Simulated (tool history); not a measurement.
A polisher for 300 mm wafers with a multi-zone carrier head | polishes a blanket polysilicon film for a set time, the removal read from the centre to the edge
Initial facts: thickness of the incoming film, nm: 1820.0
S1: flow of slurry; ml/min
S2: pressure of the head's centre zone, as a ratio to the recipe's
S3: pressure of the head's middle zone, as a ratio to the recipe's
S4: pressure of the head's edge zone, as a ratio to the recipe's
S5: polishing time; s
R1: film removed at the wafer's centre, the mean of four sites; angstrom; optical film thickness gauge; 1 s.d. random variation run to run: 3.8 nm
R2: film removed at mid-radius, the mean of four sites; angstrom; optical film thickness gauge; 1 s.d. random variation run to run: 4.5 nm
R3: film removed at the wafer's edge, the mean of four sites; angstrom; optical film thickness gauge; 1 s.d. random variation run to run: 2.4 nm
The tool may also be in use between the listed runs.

run	hour	S1	S2	S3	S4	S5	R1	R2	R3
1	0.0	225	1.00	1.00	1.00	81	5709.2	5893.0	6001.7
2	3.4	220	1.00	1.00	0.97	71	4962.1	4963.8	5114.6
3	9.3	215	0.99	1.02	0.94	65	4437.4	4734.2	4673.7
4	17.1	215	1.00	1.02	0.91	59	4093.3	4184.4	4128.8
5	19.9	165	1.00	1.02	0.91	59	3999.6	4208.6	4049.6
6	23.3	160	1.00	1.02	0.89	56	3742.9	4047.7	3798.2
7	31.0	160	1.00	1.01	0.87	54	3682.9	3835.6	3641.6
8	36.7	155	0.99	1.00	0.86	53	3572.4	3609.4	3563.8
9	38.2	150	0.99	1.01	0.85	52	3499.9	3611.3	3456.1

Expected results for the next run?
10	46.5	150	0.99	1.01	0.84	51	?	?	?

Run 10 measured R1 3340.5 angstrom, R2 3484.9 angstrom, R3 3365.2 angstrom.

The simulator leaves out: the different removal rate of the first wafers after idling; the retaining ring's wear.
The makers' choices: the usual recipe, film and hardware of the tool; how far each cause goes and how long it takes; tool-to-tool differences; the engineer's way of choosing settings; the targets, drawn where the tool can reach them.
